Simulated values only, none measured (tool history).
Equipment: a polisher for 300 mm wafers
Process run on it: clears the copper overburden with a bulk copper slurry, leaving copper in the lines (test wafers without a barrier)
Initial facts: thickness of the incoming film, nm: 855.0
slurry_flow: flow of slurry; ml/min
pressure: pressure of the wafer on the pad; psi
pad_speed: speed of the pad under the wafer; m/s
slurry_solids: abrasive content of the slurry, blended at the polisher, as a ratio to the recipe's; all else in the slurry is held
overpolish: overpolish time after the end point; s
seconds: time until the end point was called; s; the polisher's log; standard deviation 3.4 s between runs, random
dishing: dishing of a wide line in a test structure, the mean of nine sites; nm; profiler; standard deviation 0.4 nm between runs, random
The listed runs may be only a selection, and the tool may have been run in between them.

run 1 hour=0.0 | slurry_flow=315 pressure=2.0 pad_speed=0.90 slurry_solids=1.00 overpolish=21 | seconds=150.28 dishing=34.379
run 2 hour=5.6 | slurry_flow=315 pressure=2.0 pad_speed=0.90 slurry_solids=0.85 overpolish=21 | seconds=154.10 dishing=33.637
run 3 hour=13.3 | slurry_flow=315 pressure=1.9 pad_speed=0.90 slurry_solids=0.85 overpolish=18 | seconds=158.79 dishing=32.248
run 4 hour=19.4 | slurry_flow=315 pressure=1.9 pad_speed=0.90 slurry_solids=0.70 overpolish=18 | seconds=162.63 dishing=31.059
run 5 hour=28.1 | slurry_flow=315 pressure=1.9 pad_speed=1.08 slurry_solids=0.70 overpolish=18 | seconds=139.99 dishing=33.357
run 6 hour=28.8 | slurry_flow=315 pressure=1.8 pad_speed=1.08 slurry_solids=0.70 overpolish=16 | seconds=151.90 dishing=32.102

What will run 7 give?
run 7 hour=34.6 | slurry_flow=315 pressure=1.8 pad_speed=1.08 slurry_solids=0.70 overpolish=15 | seconds=? dishing=?

Run 7 produced seconds 148.20 s, dishing 31.481 nm.

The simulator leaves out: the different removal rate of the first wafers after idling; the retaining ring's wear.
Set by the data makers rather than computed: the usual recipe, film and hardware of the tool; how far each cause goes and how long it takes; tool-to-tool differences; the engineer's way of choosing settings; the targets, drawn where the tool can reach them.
